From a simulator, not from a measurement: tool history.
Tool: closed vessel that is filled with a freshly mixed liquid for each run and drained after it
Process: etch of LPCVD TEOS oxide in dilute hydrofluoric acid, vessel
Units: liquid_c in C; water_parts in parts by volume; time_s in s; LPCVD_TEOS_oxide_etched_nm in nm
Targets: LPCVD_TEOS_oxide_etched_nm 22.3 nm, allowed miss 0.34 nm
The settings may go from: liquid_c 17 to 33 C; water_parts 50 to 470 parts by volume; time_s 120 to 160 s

run	day	liquid_c	water_parts	time_s	LPCVD_TEOS_oxide_etched_nm
1	0	25	260	160	20.243
2	0.267	25.5	260	160	20.522
3	0.421	25.5	210	160	27.078
4	0.588	24.5	210	160	26.071
5	0.796	23.5	210	160	24.952
6	0.917	23.5	155	160	35.887
7	1.25	22	165	160	31.461
8	1.488	21	170	160	29.078
9	1.517	20	175	160	26.918
10	1.888	19.5	175	160	26.545

Which of these 4 next moves meets every target?
A	2.258	23.5	230	160	?
B	2.258	24.5	205	120	?
C	2.258	21	225	160	?
D	2.258	23	210	160	?

move	LPCVD_TEOS_oxide_etched_nm
A	22.431
B	20.101
C	21.006
D	24.624
A: meets every target
B: takes the result that was furthest off past its target
C: takes the result that was furthest off past its target
D: nearer than the last run, and not there yet
The right move is A.

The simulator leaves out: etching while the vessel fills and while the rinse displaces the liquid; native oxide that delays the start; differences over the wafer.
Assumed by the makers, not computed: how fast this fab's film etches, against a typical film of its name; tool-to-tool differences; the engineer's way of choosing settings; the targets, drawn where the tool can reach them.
